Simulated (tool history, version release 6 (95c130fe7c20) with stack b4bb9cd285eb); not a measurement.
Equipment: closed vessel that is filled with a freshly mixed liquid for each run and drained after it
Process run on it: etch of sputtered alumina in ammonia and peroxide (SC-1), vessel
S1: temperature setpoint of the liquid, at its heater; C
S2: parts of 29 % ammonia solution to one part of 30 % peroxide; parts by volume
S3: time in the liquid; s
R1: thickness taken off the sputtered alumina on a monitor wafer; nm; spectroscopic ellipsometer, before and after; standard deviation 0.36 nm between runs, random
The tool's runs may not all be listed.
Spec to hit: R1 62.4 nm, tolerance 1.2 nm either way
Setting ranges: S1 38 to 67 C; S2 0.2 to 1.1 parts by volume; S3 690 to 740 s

| run | hour | S1 | S2 | S3 | R1 |
|---|---|---|---|---|---|
| 1 | 0 | 51 | 0.6 | 690 | 36.524 |
| 2 | 3.2 | 53.5 | 0.6 | 690 | 41.882 |
| 3 | 6.1 | 53.5 | 0.7 | 690 | 42.462 |
| 4 | 13.6 | 55 | 0.7 | 690 | 45.801 |
| 5 | 14.6 | 55 | 0.7 | 690 | 46.071 |
| 6 | 22.7 | 55 | 0.85 | 690 | 46.964 |
| 7 | 28.4 | 56.5 | 0.85 | 690 | 51.045 |
| 8 | 35.1 | 57.5 | 0.85 | 690 | 53.331 |
| 9 | 41.2 | 58 | 0.85 | 690 | 54.766 |
| 10 | 44 | 58.5 | 0.85 | 690 | 55.972 |
| 11 | 49.6 | 59 | 0.85 | 690 | 57.807 |
| 12 | 53.9 | 59 | 0.85 | 690 | 58.132 |
| 13 | 55.5 | 59.5 | 0.85 | 690 | 58.599 |
| 14 | 62.6 | 60 | 0.85 | 690 | 60.474 |
| 15 | 70.5 | 60 | 0.85 | 690 | 60.255 |

Next run, 5 choices. One meets every target within its allowed miss, the rest don't. Which?
| A | 78.4 | 58.5 | 0.85 | 705 | ? |
| B | 78.4 | 59 | 1.1 | 705 | ? |
| C | 78.4 | 58.5 | 1.05 | 720 | ? |
| D | 78.4 | 59 | 0.9 | 740 | ? |
| E | 78.4 | 58.5 | 0.8 | 735 | ? |

| move | R1 |
|---|---|
| A | 57.13 |
| B | 60.056 |
| C | 59.526 |
| D | 61.85 |
| E | 59.22 |
A: lands further from the targets than the last run did
B: lands further from the targets than the last run did
C: lands further from the targets than the last run did
D: meets every target
E: lands further from the targets than the last run did
D meets every target.
